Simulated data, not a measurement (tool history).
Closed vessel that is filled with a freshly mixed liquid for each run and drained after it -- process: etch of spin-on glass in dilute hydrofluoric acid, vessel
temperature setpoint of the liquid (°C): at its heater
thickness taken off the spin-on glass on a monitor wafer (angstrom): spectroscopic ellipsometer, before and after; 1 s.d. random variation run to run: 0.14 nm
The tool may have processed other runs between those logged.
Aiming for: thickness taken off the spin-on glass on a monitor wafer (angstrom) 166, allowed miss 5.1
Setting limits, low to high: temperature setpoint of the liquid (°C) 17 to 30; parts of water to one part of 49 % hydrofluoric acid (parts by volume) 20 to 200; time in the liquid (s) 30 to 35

run  hour  temperature setpoint of the liquid (°C)  parts of water to one part of 49 % hydrofluoric acid (parts by volume)  time in the liquid (s)  thickness taken off the spin-on glass on a monitor wafer (angstrom)
  1     0                                       22                                                                     110                      35                                                                201.6
  2   3.9                                       22                                                                      90                      35                                                               248.52
  3  10.4                                       21                                                                      95                      35                                                               229.02
  4  16.9                                       21                                                                      95                      30                                                               192.04
  5  23.3                                       23                                                                      95                      30                                                               207.71
  6  25.5                                       22                                                                     100                      30                                                               188.45
  7  27.4                                       21                                                                     100                      30                                                               182.76
  8  29.2                                     20.5                                                                     100                      30                                                               179.48
  9  33.3                                       20                                                                     100                      30                                                               174.59

Below are 4 possible settings for the next run. Only one of them brings all results inside the allowed miss of their targets. Which is it?
  A  37.4                                       21                                                                     100                      30                                                                    ?
  B  37.4                                     21.5                                                                     110                      30                                                                    ?
  C  37.4                                       19                                                                      95                      30                                                                    ?
  D  37.4                                     20.5                                                                     100                      30                                                                    ?

move  thickness taken off the spin-on glass on a monitor wafer (angstrom)
   A                                                               183.78
   B                                                               168.56
   C                                                               179.18
   D                                                               180.07
A: the biggest miss grows against the last run
B: all results in spec
C: the biggest miss grows against the last run
D: the biggest miss grows against the last run
The right move is B.
